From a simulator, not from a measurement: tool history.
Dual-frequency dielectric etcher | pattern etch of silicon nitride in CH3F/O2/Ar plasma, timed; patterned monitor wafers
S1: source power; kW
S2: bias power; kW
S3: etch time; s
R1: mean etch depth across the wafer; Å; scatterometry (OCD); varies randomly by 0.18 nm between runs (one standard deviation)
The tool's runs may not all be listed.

run    day     S1     S2    S3      R1
  1  0.000  0.480  0.096  45.5  388.77
  2  0.225  0.480  0.087  45.5  378.02
  3  0.508  0.410  0.087  45.5  351.20
  4  0.708  0.460  0.089  45.5  370.55
  5  0.871  0.460  0.089  42.0  342.75
  6  0.975  0.510  0.092  42.0  363.55
  7  1.233  0.610  0.104  42.5  413.72

What does the tool deliver on the next run?
  8  1.583  0.620  0.105  42.5   ?

Run 8 gave R1 417.89 Å.

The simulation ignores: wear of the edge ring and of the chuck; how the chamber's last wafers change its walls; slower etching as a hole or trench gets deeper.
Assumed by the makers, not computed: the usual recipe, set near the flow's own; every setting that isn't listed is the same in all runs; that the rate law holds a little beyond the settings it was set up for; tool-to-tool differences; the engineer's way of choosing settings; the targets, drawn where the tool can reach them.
